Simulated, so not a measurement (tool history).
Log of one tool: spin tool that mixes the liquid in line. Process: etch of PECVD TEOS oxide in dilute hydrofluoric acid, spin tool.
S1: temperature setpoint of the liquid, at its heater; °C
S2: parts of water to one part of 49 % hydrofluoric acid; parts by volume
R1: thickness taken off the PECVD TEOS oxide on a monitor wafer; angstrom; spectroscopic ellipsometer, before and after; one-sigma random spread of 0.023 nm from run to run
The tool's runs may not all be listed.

Run 1, day 0.000: S1 24.0 °C, S2 205 parts by volume, time under the liquid (s) 35. Result: R1 25.283 angstrom.
Run 2, day 0.071: S1 25.5 °C, S2 190 parts by volume, time under the liquid (s) 35. Result: R1 29.220 angstrom.
Run 3, day 0.183: S1 27.0 °C, S2 180 parts by volume, time under the liquid (s) 35. Result: R1 32.722 angstrom.
Run 4, day 0.533: S1 24.5 °C, S2 180 parts by volume, time under the liquid (s) 35. Result: R1 29.909 angstrom.
Run 5, day 0.629: S1 24.5 °C, S2 205 parts by volume, time under the liquid (s) 35. Result: R1 25.770 angstrom.
At day 0.746: thermometer replaced.
Run 6, day 0.746: S1 24.5 °C, S2 205 parts by volume, time under the liquid (s) 35. Result: R1 26.736 angstrom.
Run 7, day 1.121: S1 26.0 °C, S2 190 parts by volume, time under the liquid (s) 35. Result: R1 30.940 angstrom.
Run 8, day 1.262: S1 27.0 °C, S2 185 parts by volume, time under the liquid (s) 35. Result: R1 33.239 angstrom.

Estimate the outcome of run 9 from the log above:
Run 9, day 1.450: S1 28.0 °C, S2 180 parts by volume, time under the liquid (s) 35. Result: R1 ?.

Run 9 gave R1 35.766 angstrom.
